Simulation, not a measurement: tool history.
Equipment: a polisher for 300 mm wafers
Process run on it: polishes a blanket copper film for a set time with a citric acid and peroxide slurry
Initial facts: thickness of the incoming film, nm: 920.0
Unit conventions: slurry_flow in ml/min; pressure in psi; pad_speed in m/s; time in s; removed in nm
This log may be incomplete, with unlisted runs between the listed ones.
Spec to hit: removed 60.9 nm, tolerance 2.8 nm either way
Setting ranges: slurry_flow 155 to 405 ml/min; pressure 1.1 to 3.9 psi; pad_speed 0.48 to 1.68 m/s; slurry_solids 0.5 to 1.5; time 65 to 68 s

run    day  slurry_flow  pressure  pad_speed  slurry_solids  time  removed
  1      0          260       2.5       1.08              1    65    148.4
  2  0.192          260       2.3       1.04              1    65   132.91
  3  0.267          260       2.2          1              1    65   121.45
  4  0.417          260       2.1       0.98              1    65   113.13
  5  0.683          260       2.1       1.12              1    65   130.18
  6  0.754          215       2.1       1.12              1    65   129.81
  7  0.983          215         2       1.08              1    65   117.72
  8  1.171          215       1.9       1.04              1    65   107.49
  9  1.488          215       1.8       1.02              1    65   100.57
 10  1.521          215       1.7          1              1    65    93.76
 11  1.742          215       1.6       0.98              1    65   90.084
 12  2.108          215       1.5       0.96              1    65   81.402
 13  2.454          215       1.5       0.94              1    65   80.003
 14  2.821          215       1.3        0.9              1    65   68.669
 15      3          215       1.2       0.88              1    65   63.817

5 next moves are on the table. One of them brings every result within its allowed miss. Which?
  A  3.179          210       1.1          1            0.9    66        ?
  B  3.179          245       1.3       0.86            0.9    68        ?
  C  3.179          205       1.1        0.8            0.9    65        ?
  D  3.179          185       1.1       0.92              1    65        ?
  E  3.179          180       1.1        0.8              1    65        ?

move  removed
   A   66.233
   B    68.73
   C   52.835
   D   60.445
   E   52.901
A: the biggest miss grows against the last run
B: the biggest miss grows against the last run
C: the result that was furthest off in the last run now lies on the other side of its target
D: every result lands within tolerance
E: the result that was furthest off in the last run now lies on the other side of its target
D meets every target.

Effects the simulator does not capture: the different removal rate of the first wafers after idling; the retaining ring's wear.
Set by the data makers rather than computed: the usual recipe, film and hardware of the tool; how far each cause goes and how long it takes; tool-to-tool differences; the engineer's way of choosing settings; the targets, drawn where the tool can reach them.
